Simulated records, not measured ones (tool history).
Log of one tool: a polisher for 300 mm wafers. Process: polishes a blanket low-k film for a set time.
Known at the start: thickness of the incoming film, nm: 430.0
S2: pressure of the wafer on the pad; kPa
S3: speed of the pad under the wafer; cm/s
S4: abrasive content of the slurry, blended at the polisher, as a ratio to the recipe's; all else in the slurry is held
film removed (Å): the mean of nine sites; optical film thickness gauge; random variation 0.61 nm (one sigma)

{"run": 1, "hour": 0.0, "flow of slurry (ml/min)": 175, "S2": 15.2, "S3": 126, "S4": 1, "polishing time (s)": 76, "film removed (Å)": 503.1}
{"run": 2, "hour": 1.3, "flow of slurry (ml/min)": 175, "S2": 15.2, "S3": 126, "S4": 0.9, "polishing time (s)": 76, "film removed (Å)": 480.45}
{"run": 3, "hour": 3.3, "flow of slurry (ml/min)": 175, "S2": 15.2, "S3": 126, "S4": 0.9, "polishing time (s)": 76, "film removed (Å)": 482.89}
{"run": 4, "hour": 5.9, "flow of slurry (ml/min)": 180, "S2": 15.9, "S3": 126, "S4": 0.9, "polishing time (s)": 76, "film removed (Å)": 516.78}
{"run": 5, "hour": 9.4, "flow of slurry (ml/min)": 180, "S2": 15.9, "S3": 126, "S4": 1.05, "polishing time (s)": 76, "film removed (Å)": 550.07}
{"run": 6, "hour": 14.9, "flow of slurry (ml/min)": 190, "S2": 16.5, "S3": 126, "S4": 1.05, "polishing time (s)": 76, "film removed (Å)": 573.95}
{"run": 7, "hour": 18.5, "flow of slurry (ml/min)": 190, "S2": 17.2, "S3": 126, "S4": 1.05, "polishing time (s)": 76, "film removed (Å)": 585.47}
{"run": 8, "hour": 24.1, "flow of slurry (ml/min)": 190, "S2": 17.9, "S3": 126, "S4": 1.05, "polishing time (s)": 76, "film removed (Å)": 610.81}

Run 9 comes next. What will it give?
{"run": 9, "hour": 31.9, "flow of slurry (ml/min)": 195, "S2": 17.9, "S3": 126, "S4": 1.05, "polishing time (s)": 76, "film removed (Å)": "?"}

film removed (Å): 606
